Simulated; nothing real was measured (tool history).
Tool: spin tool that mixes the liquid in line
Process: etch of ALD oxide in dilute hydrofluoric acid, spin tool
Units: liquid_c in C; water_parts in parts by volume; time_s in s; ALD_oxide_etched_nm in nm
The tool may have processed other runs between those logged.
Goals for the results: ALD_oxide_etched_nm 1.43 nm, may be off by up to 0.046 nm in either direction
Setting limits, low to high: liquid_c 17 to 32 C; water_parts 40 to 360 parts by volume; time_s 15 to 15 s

Run 1, hour 0: liquid_c 24 C, water_parts 200 parts by volume, time_s 15 s. Result: ALD_oxide_etched_nm 2.3468 nm.
Run 2, hour 7.3: liquid_c 22.5 C, water_parts 210 parts by volume, time_s 15 s. Result: ALD_oxide_etched_nm 2.1294 nm.
Run 3, hour 7.9: liquid_c 22.5 C, water_parts 270 parts by volume, time_s 15 s. Result: ALD_oxide_etched_nm 1.5204 nm.
Run 4, hour 14.3: liquid_c 24.5 C, water_parts 270 parts by volume, time_s 15 s. Result: ALD_oxide_etched_nm 1.6468 nm.
Run 5, hour 21.1: liquid_c 24 C, water_parts 270 parts by volume, time_s 15 s. Result: ALD_oxide_etched_nm 1.6015 nm.
Run 6, hour 26.3: liquid_c 23.5 C, water_parts 270 parts by volume, time_s 15 s. Result: ALD_oxide_etched_nm 1.5824 nm.
Run 7, hour 33.8: liquid_c 23 C, water_parts 270 parts by volume, time_s 15 s. Result: ALD_oxide_etched_nm 1.5602 nm.
Run 8, hour 37.3: liquid_c 23 C, water_parts 270 parts by volume, time_s 15 s. Result: ALD_oxide_etched_nm 1.5576 nm.

Next run, 4 choices. One meets every target within its allowed miss, the rest don't. Which?
Run A, hour 40.8: liquid_c 22.5 C, water_parts 235 parts by volume, time_s 15 s. Result: ALD_oxide_etched_nm ?.
Run B, hour 40.8: liquid_c 22 C, water_parts 265 parts by volume, time_s 15 s. Result: ALD_oxide_etched_nm ?.
Run C, hour 40.8: liquid_c 21.5 C, water_parts 280 parts by volume, time_s 15 s. Result: ALD_oxide_etched_nm ?.
Run D, hour 40.8: liquid_c 23 C, water_parts 305 parts by volume, time_s 15 s. Result: ALD_oxide_etched_nm ?.

move  ALD_oxide_etched_nm
   A               1.8051
   B               1.5261
   C               1.3983
   D               1.3227
A: misses by more than the last run did
B: closes in on the targets versus the last run, not all within tolerance yet
C: each result inside its tolerance
D: takes the biggest miss from the last run beyond its target
Move C is the one to make.
